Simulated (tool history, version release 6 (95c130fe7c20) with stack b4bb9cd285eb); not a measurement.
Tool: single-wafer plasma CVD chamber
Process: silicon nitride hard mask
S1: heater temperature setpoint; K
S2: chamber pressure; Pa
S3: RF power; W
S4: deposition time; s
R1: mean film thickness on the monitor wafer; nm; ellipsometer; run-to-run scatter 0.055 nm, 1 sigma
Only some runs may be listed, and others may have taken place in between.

run  hour      S1   S2   S3    S4      R1
  1     0  658.15  268  350  19.8  30.197
  2   5.3  658.15  297  350  19.8  30.915
  3  13.2  658.15  297  305  19.8  28.331
  4  15.4  658.15  297  265  19.8  25.919
  5    18  658.15  277  265  19.8  25.384
  6  20.3  658.15  277  265  19.8  25.484
  7  25.8  658.15  261  265  19.8  24.986
  8  31.2  658.15  249  265  19.8  24.865
  9    37  658.15  237  265  19.8  24.499
 10  41.9  658.15  229  265  19.8  24.261

What will run 11 give?
 11  45.8  658.15  223  265  19.8   ?

R1: 24.13 nm
